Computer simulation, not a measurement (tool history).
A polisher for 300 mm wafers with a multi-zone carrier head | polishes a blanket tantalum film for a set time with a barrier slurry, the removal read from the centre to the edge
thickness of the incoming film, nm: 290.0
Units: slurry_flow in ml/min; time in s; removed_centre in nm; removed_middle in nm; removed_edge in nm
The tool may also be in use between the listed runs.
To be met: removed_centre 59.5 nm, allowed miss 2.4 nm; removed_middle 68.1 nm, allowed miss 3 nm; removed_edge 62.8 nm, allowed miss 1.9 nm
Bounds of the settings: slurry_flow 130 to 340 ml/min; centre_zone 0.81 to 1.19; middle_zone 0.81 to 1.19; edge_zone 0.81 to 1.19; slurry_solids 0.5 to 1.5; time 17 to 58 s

run    day  slurry_flow  centre_zone  middle_zone  edge_zone  slurry_solids  time  removed_centre  removed_middle  removed_edge
  1      0          220            1            1          1              1    37          71.973          69.887        72.861
  2  0.267          220            1            1       1.05              1    37          71.091          71.219        73.409
  3  0.521          220         0.99         1.03       1.03            0.9    37          68.549          70.802        70.986
  4  0.738          220         0.99         1.03       1.03            0.9    44          80.776          84.917        85.059
  5  0.933          220         0.98         1.05       1.01            0.8    42          73.686          80.288        78.295
  6    1.2          220         0.98         1.05       1.01           0.95    42          78.172          84.058        82.189
  7  1.425          220         0.98         1.06       0.99           0.85    41          74.674          80.015        76.426
  8   1.55          215         0.96         1.06       0.97           0.75    41          71.875          75.845         74.27
  9  1.771          215         0.96         1.06       0.97           0.75    41           71.75          76.874        73.457
 10  1.888          190         0.87         1.03       0.87            0.5    40          55.662          65.698        60.782
 11  2.146          195         0.88         1.03       0.87            0.5    40          55.321          65.467        61.257
 12  2.425          200         0.89         1.04       0.87            0.5    40          57.015          65.597        62.276

4 next moves are on the table. One of them brings every result within its allowed miss. Which?
  A  2.704          205         0.92         0.91        0.9           0.65    38               ?               ?             ?
  B  2.704          215         0.89         1.02       0.95            0.5    38               ?               ?             ?
  C  2.704          190         0.89         1.03       0.81            0.8    38               ?               ?             ?
  D  2.704          210         0.81         1.04       0.85           0.55    41               ?               ?             ?

move  removed_centre  removed_middle  removed_edge
   A          59.657          59.949        64.187
   B          54.401          62.121        61.774
   C          60.072          69.301        63.858
   D          54.513          69.645        64.755
A: brings the result that was furthest off to its target, and leaves another outside
B: further off than the last run
C: meets every target
D: further off than the last run
Answer: C
